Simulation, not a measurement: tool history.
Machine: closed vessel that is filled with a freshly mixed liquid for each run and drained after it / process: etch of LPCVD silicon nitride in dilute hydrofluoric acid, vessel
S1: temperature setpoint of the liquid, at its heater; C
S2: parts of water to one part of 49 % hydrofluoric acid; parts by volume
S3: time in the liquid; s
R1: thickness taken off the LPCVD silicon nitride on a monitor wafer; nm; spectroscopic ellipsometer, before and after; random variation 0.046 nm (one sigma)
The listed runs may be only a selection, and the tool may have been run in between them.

run	day	S1	S2	S3	R1
1	0.000	24.0	290	880	1.4748
2	0.312	21.0	290	880	1.2233
3	0.529	21.0	290	880	1.2089
4	0.871	21.0	340	880	1.0514
5	1.096	21.0	260	880	1.3619
6	1.267	22.5	240	880	1.6093
7	1.458	24.0	225	880	1.8646
8	1.650	25.0	210	880	2.1521
9	2.017	25.0	210	880	2.1233
10	2.079	26.0	200	880	2.4278
11	2.329	27.0	195	880	2.6925
12	2.367	27.5	195	880	2.7722
13	2.446	28.0	190	880	2.8908

Run 14 comes next. What will it give?
14	2.596	28.5	185	880	?

R1: 3.0357 nm

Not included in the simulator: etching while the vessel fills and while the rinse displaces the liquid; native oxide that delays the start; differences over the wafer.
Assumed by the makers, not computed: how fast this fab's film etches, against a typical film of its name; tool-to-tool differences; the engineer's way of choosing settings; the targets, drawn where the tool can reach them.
